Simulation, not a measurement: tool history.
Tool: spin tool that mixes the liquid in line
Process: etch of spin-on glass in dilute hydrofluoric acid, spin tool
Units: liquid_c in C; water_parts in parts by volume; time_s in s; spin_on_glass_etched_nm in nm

run 1 hour=0.0 | liquid_c=24.0 water_parts=45 time_s=15 | spin_on_glass_etched_nm=10.2310
run 2 hour=7.5 | liquid_c=22.5 water_parts=45 time_s=15 | spin_on_glass_etched_nm=9.5766
run 3 hour=14.1 | liquid_c=22.5 water_parts=40 time_s=15 | spin_on_glass_etched_nm=10.8570
run 4 hour=17.2 | liquid_c=24.0 water_parts=40 time_s=15 | spin_on_glass_etched_nm=11.5390
run 5 hour=20.4 | liquid_c=25.0 water_parts=40 time_s=15 | spin_on_glass_etched_nm=12.1150
run 6 hour=23.3 | liquid_c=26.0 water_parts=40 time_s=15 | spin_on_glass_etched_nm=12.6340
run 7 hour=23.8 | liquid_c=27.0 water_parts=40 time_s=15 | spin_on_glass_etched_nm=13.0920
run 8 hour=25.2 | liquid_c=28.0 water_parts=40 time_s=15 | spin_on_glass_etched_nm=13.5340
run 9 hour=29.2 | liquid_c=28.5 water_parts=40 time_s=15 | spin_on_glass_etched_nm=13.9390
run 10 hour=34.5 | liquid_c=29.0 water_parts=40 time_s=15 | spin_on_glass_etched_nm=14.1020
run 11 hour=35.4 | liquid_c=29.5 water_parts=40 time_s=15 | spin_on_glass_etched_nm=14.4880
run 12 hour=40.5 | liquid_c=30.0 water_parts=40 time_s=15 | spin_on_glass_etched_nm=14.7050
run 13 hour=47.3 | liquid_c=30.5 water_parts=40 time_s=15 | spin_on_glass_etched_nm=15.0520

Forecast run 14:
run 14 hour=50.5 | liquid_c=32.0 water_parts=35 time_s=15 | spin_on_glass_etched_nm=?

Run 14 gave spin_on_glass_etched_nm 18.4630 nm.
